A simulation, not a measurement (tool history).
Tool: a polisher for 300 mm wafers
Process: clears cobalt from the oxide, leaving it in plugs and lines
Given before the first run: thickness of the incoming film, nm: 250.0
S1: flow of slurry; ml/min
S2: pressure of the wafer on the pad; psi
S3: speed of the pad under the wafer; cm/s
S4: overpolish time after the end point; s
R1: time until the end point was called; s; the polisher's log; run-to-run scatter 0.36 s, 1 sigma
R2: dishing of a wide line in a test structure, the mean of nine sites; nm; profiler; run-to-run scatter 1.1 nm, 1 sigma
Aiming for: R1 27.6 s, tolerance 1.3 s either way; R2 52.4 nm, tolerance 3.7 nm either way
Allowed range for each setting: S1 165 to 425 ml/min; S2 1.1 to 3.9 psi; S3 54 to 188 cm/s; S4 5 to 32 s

| run | day | S1 | S2 | S3 | S4 | R1 | R2 |
|---|---|---|---|---|---|---|---|
| 1 | 0 | 275 | 2.5 | 120 | 16 | 35.905 | 48.95 |
| 2 | 0.092 | 275 | 2.6 | 120 | 16 | 33.563 | 49.132 |
| 3 | 0.371 | 230 | 2.6 | 120 | 16 | 34.399 | 48.161 |
| 4 | 0.688 | 230 | 2.7 | 120 | 16 | 33.571 | 49.848 |
| 5 | 0.996 | 230 | 2.8 | 120 | 16 | 32.381 | 51.204 |
| 6 | 1.333 | 230 | 2.9 | 120 | 16 | 31.834 | 47.897 |
| 7 | 1.483 | 230 | 3 | 120 | 17 | 30.19 | 52.026 |
| 8 | 1.525 | 230 | 3.1 | 120 | 17 | 29.413 | 53.589 |
| 9 | 1.817 | 230 | 3.2 | 120 | 16 | 29.101 | 50.251 |

Next run, 4 choices. One meets every target within its allowed miss, the rest don't. Which?
| A | 2.108 | 190 | 2.7 | 132 | 15 | ? | ? |
| B | 2.108 | 210 | 3.7 | 96 | 17 | ? | ? |
| C | 2.108 | 225 | 3.1 | 116 | 16 | ? | ? |
| D | 2.108 | 195 | 3.6 | 116 | 18 | ? | ? |

| move | R1 | R2 |
|---|---|---|
| A | 31.789 | 48.264 |
| B | 32.115 | 50.074 |
| C | 31.073 | 49.651 |
| D | 27.741 | 52.68 |
A: the biggest miss grows against the last run
B: the biggest miss grows against the last run
C: the biggest miss grows against the last run
D: every result within its allowed miss
The move that meets every target is D.
